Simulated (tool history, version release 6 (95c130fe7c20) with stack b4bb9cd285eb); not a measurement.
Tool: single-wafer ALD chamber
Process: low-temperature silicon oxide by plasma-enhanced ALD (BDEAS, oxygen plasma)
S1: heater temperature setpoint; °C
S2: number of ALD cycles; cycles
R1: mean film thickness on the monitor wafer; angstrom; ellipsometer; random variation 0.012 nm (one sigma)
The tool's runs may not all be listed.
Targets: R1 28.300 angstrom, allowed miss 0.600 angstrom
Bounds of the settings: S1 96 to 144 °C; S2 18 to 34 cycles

run	hour	S1	S2	R1
1	0.0	120	26	37.338
2	4.6	121	25	36.062
3	13.0	117	25	36.329
4	17.6	106	25	36.881
5	21.5	106	27	39.959
6	27.6	97	27	40.554
7	29.6	109	23	33.747
8	36.5	109	22	32.291
9	44.8	109	21	30.819
10	50.9	110	20	29.607

4 next moves are on the table. One of them brings every result within its allowed miss. Which?
A	57.0	104	22	?
B	57.0	109	20	?
C	57.0	104	20	?
D	57.0	105	19	?

move	R1
A	32.570
B	29.372
C	29.609
D	28.084
A: further off than the last run
B: nearer than the last run, and not there yet
C: as far off as the last run
D: meets every target
Move D is the one to make.

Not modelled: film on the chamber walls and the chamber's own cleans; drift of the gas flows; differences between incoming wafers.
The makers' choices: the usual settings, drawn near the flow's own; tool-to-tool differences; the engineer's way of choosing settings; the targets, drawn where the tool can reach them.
